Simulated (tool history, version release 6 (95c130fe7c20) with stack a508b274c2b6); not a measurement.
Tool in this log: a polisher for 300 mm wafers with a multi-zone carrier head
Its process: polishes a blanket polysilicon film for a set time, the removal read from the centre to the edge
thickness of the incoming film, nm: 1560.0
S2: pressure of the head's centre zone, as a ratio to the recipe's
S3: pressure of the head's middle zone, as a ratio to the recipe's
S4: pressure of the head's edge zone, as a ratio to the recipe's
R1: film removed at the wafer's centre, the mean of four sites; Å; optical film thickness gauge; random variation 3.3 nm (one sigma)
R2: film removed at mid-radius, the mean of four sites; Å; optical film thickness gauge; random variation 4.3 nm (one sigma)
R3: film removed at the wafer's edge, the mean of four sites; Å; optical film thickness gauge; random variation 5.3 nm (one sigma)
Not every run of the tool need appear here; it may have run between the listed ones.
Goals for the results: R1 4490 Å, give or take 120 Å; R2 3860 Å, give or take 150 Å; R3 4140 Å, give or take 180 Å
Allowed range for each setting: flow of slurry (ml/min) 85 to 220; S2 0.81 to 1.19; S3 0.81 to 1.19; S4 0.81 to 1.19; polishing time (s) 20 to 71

run 1 hour=0 | flow_of_slurry_(ml/min)=140 S2=1 S3=1 S4=1 polishing_time_(s)=45 | R1=3830.7 R2=3646.3 R3=3765.4
run 2 hour=1.5 | flow_of_slurry_(ml/min)=140 S2=1.09 S3=1 S4=1 polishing_time_(s)=45 | R1=4042.2 R2=3695.3 R3=3768.6
run 3 hour=6 | flow_of_slurry_(ml/min)=145 S2=1.09 S3=1 S4=1.01 polishing_time_(s)=45 | R1=4163 R2=3715.3 R3=3869.3
run 4 hour=7.4 | flow_of_slurry_(ml/min)=150 S2=1.09 S3=1 S4=1.01 polishing_time_(s)=45 | R1=4211.8 R2=3780.7 R3=3861.8
run 5 hour=8.3 | flow_of_slurry_(ml/min)=150 S2=1.09 S3=1 S4=0.97 polishing_time_(s)=45 | R1=4123.8 R2=3801.3 R3=3723.1
run 6 hour=14.3 | flow_of_slurry_(ml/min)=150 S2=1.09 S3=1 S4=0.97 polishing_time_(s)=52 | R1=4819.1 R2=4292.2 R3=4308.2
run 7 hour=16.2 | flow_of_slurry_(ml/min)=150 S2=1.09 S3=1 S4=0.97 polishing_time_(s)=52 | R1=4778.3 R2=4382.9 R3=4312.5
run 8 hour=22 | flow_of_slurry_(ml/min)=145 S2=1.09 S3=0.99 S4=0.97 polishing_time_(s)=52 | R1=4813.5 R2=4292.5 R3=4421.6

Of the 4 settings listed for the next run, only one would bring every result within its allowed miss of target. Which one?
run A hour=27.8 | flow_of_slurry_(ml/min)=145 S2=1.19 S3=1.04 S4=0.81 polishing_time_(s)=54 | R1=? R2=? R3=?
run B hour=27.8 | flow_of_slurry_(ml/min)=195 S2=1.19 S3=1.06 S4=0.89 polishing_time_(s)=52 | R1=? R2=? R3=?
run C hour=27.8 | flow_of_slurry_(ml/min)=125 S2=1.15 S3=0.86 S4=1.07 polishing_time_(s)=54 | R1=? R2=? R3=?
run D hour=27.8 | flow_of_slurry_(ml/min)=135 S2=1.09 S3=0.95 S4=0.98 polishing_time_(s)=50 | R1=? R2=? R3=?

move=A R1=5384.4 R2=4599.2 R3=4125.3
move=B R1=5511.5 R2=4750.7 R3=4308.8
move=C R1=5006.3 R2=3788.5 R3=4594.3
move=D R1=4507.7 R2=3883.9 R3=4124.6
A: its largest miss is bigger than the last run's
B: its largest miss is bigger than the last run's
C: puts the biggest miss on target and leaves a different result outside tolerance
D: all results land within tolerance of their targets
Correct choice: D, which meets every target

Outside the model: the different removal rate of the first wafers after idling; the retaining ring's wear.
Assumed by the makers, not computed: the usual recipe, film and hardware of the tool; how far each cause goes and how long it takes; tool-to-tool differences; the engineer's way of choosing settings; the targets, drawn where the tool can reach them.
